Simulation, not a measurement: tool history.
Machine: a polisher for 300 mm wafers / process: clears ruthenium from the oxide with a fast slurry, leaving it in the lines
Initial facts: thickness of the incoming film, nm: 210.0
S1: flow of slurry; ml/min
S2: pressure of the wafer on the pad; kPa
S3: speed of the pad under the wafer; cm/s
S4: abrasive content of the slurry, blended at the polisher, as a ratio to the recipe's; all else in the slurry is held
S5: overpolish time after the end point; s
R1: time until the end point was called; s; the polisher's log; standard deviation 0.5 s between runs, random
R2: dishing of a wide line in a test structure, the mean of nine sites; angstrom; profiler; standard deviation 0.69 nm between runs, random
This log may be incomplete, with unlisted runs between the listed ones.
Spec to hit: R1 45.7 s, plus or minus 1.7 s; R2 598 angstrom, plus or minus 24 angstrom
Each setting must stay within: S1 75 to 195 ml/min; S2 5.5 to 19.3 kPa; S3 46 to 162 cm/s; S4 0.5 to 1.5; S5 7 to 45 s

{"run": 1, "hour": 0.0, "S1": 125, "S2": 12.4, "S3": 104, "S4": 1, "S5": 23, "R1": 65.284, "R2": 497.95}
{"run": 2, "hour": 3.1, "S1": 125, "S2": 15.2, "S3": 104, "S4": 1, "S5": 23, "R1": 53.193, "R2": 555.15}
{"run": 3, "hour": 11.9, "S1": 125, "S2": 15.2, "S3": 104, "S4": 1.1, "S5": 23, "R1": 50.909, "R2": 587.7}
{"run": 4, "hour": 17.3, "S1": 135, "S2": 15.2, "S3": 104, "S4": 1.1, "S5": 22, "R1": 51.735, "R2": 568.69}
{"run": 5, "hour": 24.0, "S1": 135, "S2": 12.4, "S3": 104, "S4": 1.1, "S5": 22, "R1": 61.074, "R2": 503.19}
{"run": 6, "hour": 25.1, "S1": 135, "S2": 12.4, "S3": 104, "S4": 1.1, "S5": 29, "R1": 61.958, "R2": 611.6}
{"run": 7, "hour": 27.7, "S1": 140, "S2": 13.8, "S3": 104, "S4": 1.1, "S5": 26, "R1": 56.04, "R2": 600.02}
{"run": 8, "hour": 33.0, "S1": 140, "S2": 14.5, "S3": 104, "S4": 1.1, "S5": 24, "R1": 53.163, "R2": 583.49}
{"run": 9, "hour": 35.3, "S1": 140, "S2": 14.5, "S3": 104, "S4": 1.1, "S5": 24, "R1": 53.225, "R2": 596.69}
{"run": 10, "hour": 39.7, "S1": 145, "S2": 15.2, "S3": 104, "S4": 1.1, "S5": 23, "R1": 49.156, "R2": 595.93}
{"run": 11, "hour": 43.0, "S1": 155, "S2": 15.2, "S3": 104, "S4": 1.1, "S5": 23, "R1": 49.319, "R2": 595.04}
{"run": 12, "hour": 49.1, "S1": 155, "S2": 15.2, "S3": 104, "S4": 1.1, "S5": 23, "R1": 49.432, "R2": 600.36}
{"run": 13, "hour": 54.3, "S1": 160, "S2": 15.2, "S3": 104, "S4": 1.1, "S5": 22, "R1": 48.998, "R2": 585.67}
{"run": 14, "hour": 56.1, "S1": 165, "S2": 15.2, "S3": 104, "S4": 1.1, "S5": 22, "R1": 48.435, "R2": 584.8}
{"run": 15, "hour": 64.2, "S1": 170, "S2": 15.2, "S3": 104, "S4": 1.1, "S5": 22, "R1": 48.713, "R2": 589.96}

Consider the 5 candidate settings below. Which is the only one whose results all fall within their allowed miss of target?
{"run": "A", "hour": 72.3, "S1": 155, "S2": 15.2, "S3": 100, "S4": 0.9, "S5": 25, "R1": "?", "R2": "?"}
{"run": "B", "hour": 72.3, "S1": 170, "S2": 16.5, "S3": 90, "S4": 1.15, "S5": 24, "R1": "?", "R2": "?"}
{"run": "C", "hour": 72.3, "S1": 195, "S2": 13.8, "S3": 116, "S4": 1.25, "S5": 21, "R1": "?", "R2": "?"}
{"run": "D", "hour": 72.3, "S1": 190, "S2": 15.2, "S3": 98, "S4": 1.1, "S5": 22, "R1": "?", "R2": "?"}
{"run": "E", "hour": 72.3, "S1": 185, "S2": 15.2, "S3": 108, "S4": 1.15, "S5": 18, "R1": "?", "R2": "?"}

move=A R1=56.569 R2=597.81
move=B R1=51.795 R2=617.65
move=C R1=46.034 R2=611.08
move=D R1=51.868 R2=580.83
move=E R1=46.647 R2=542.67
A: lands further from the targets than the last run did
B: lands further from the targets than the last run did
C: all results in spec
D: lands further from the targets than the last run did
E: brings the result that was furthest off to its target, and leaves another outside
Answer: C

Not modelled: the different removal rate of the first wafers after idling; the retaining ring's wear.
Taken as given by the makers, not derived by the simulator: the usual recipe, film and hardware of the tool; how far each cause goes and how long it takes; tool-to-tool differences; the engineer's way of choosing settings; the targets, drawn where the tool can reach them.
